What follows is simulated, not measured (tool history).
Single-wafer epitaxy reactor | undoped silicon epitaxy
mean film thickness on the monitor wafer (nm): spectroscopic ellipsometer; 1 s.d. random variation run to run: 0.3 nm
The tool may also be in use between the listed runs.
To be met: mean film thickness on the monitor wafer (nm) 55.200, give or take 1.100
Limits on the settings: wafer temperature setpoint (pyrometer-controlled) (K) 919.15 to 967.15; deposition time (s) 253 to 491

run,day,wafer temperature setpoint (pyrometer-controlled) (K),deposition time (s),mean film thickness on the monitor wafer (nm)
1,0.000,943.15,372,88.886
2,0.142,939.15,372,80.771
3,0.271,939.15,423,91.382
4,0.633,949.15,423,116.750
5,0.900,949.15,395,109.520
6,1.229,944.15,394,96.621
7,1.304,940.15,393,87.959
8,1.375,936.15,392,79.274
9,1.529,933.15,392,74.388
10,1.562,931.15,392,70.507
11,1.812,929.15,392,67.356
12,1.858,927.15,392,63.438
13,2.054,926.15,392,62.537
14,2.129,925.15,392,61.521
15,2.167,924.15,392,59.361
16,2.225,920.15,391,53.362

Below are 4 possible settings for the next run. Only one of them brings all results inside the allowed miss of their targets. Which is it?
A,2.283,921.15,397,?
B,2.283,923.15,398,?
C,2.283,921.15,367,?
D,2.283,919.15,394,?

move,mean film thickness on the monitor wafer (nm)
A,55.732
B,58.744
C,51.521
D,52.595
A: every result within its allowed miss
B: pushes the last run's worst result past its target
C: further off than the last run
D: further off than the last run
A meets every target.

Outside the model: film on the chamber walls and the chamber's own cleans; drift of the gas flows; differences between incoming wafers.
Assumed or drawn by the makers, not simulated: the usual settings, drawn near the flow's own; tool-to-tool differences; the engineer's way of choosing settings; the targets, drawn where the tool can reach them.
